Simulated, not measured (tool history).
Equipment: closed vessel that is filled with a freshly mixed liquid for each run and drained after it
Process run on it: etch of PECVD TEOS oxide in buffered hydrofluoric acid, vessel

run	day	temperature setpoint of the liquid (°C)	parts of 40 % ammonium fluoride to one part of 49 % hydrofluoric acid (parts by volume)	time in the liquid (s)	thickness taken off the PECVD TEOS oxide on a monitor wafer (Å)
1	0	24	21	90	889.08
2	0.075	24	21	90	881.08
3	0.317	24	17.5	90	1038
4	0.625	24	11.5	90	1564.2
5	0.779	23.5	11.5	90	1517.5
6	0.838	23.5	11.5	95	1611
7	0.983	23	11.5	95	1562.5

Expected results for the next run?
8	1.125	22.5	11.5	95	?

{"run 8": {"thickness taken off the PECVD TEOS oxide on a monitor wafer (Å)": 1515.7}}
